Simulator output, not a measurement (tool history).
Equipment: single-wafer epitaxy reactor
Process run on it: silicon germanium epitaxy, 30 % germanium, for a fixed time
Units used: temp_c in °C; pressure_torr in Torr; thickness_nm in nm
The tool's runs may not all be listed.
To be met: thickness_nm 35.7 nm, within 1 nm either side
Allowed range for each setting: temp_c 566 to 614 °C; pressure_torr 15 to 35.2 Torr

run  hour  temp_c  pressure_torr  thickness_nm
  1     0     590           25.1        53.055
  2   3.8     590           22.9        51.411
  3  12.5     590           26.7         54.87
  4  21.3     585           26.5        50.071
  5  23.6     590           26.5        54.801
  6  25.6     586           26.5        50.528
  7  27.1     582           26.3        47.239
  8  30.3     579           26.1        44.515
  9  35.2     576             26        42.338
 10    38     574           25.9        40.622
 11  45.1     573           25.8        39.694

Consider the 5 candidate settings below. Which is the only one whose results all fall within their allowed miss of target?
  A  52.2     566             27             ?
  B  52.2     585           22.8             ?
  C  52.2     572           31.3             ?
  D  52.2     580           24.9             ?
  E  52.2     571           25.5             ?

move  thickness_nm
   A        35.702
   B        47.122
   C        42.361
   D        44.652
   E        38.264
A: hits every target within its allowed miss
B: further off than the last run
C: further off than the last run
D: further off than the last run
E: nearer than the last run, and not there yet
Correct choice: A, which meets every target
